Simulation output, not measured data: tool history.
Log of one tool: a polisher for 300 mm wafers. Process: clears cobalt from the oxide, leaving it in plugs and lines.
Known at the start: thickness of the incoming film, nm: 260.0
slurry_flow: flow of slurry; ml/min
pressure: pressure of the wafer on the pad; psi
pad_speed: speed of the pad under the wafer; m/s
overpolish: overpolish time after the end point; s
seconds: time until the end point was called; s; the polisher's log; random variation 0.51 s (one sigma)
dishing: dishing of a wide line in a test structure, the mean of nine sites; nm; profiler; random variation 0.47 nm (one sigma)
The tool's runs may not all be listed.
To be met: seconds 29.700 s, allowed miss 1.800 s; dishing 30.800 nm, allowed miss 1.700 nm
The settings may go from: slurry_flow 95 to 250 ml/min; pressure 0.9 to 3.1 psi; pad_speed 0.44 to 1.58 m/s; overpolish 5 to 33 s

run  hour  slurry_flow  pressure  pad_speed  overpolish  seconds  dishing
  1   0.0          160       2.0       1.00          17   48.463   28.371
  2   8.7          160       2.0       1.00          13   49.495   27.790
  3  15.4          160       2.2       1.00          13   45.326   28.086
  4  23.9          180       2.2       1.00          13   44.262   28.494
  5  27.3          180       2.2       1.00          16   44.340   29.727
  6  31.0          180       1.7       1.00          16   57.185   27.839
  7  34.8          180       1.9       1.02          15   50.816   29.565
  8  35.4          180       2.1       1.02          15   44.975   29.207
  9  38.8          180       2.1       1.02          15   45.045   29.092
 10  46.1          180       2.2       1.02          15   42.767   28.808
 11  48.3          185       2.3       1.02          16   40.349   29.550
 12  56.5          185       2.4       1.02          16   39.112   29.992
 13  61.9          185       2.5       1.02          16   37.241   29.592
 14  66.7          185       2.5       1.02          16   37.670   30.295
 15  70.8          185       2.6       1.02          16   36.648   30.093

5 next moves are on the table. One of them brings every result within its allowed miss. Which?
  A  74.9          185       2.5       1.10          17        ?        ?
  B  74.9          160       2.8       1.02          10        ?        ?
  C  74.9          140       2.6       1.30          16        ?        ?
  D  74.9          150       2.6       0.86          25        ?        ?
  E  74.9          205       3.0       0.96          18        ?        ?

move  seconds  dishing
   A   35.086   30.493
   B   34.619   28.278
   C   30.053   30.607
   D   44.340   30.825
   E   33.125   30.684
A: nearer than the last run, and not there yet
B: nearer than the last run, and not there yet
C: meets every target
D: further off than the last run
E: nearer than the last run, and not there yet
Move C is the one to make.

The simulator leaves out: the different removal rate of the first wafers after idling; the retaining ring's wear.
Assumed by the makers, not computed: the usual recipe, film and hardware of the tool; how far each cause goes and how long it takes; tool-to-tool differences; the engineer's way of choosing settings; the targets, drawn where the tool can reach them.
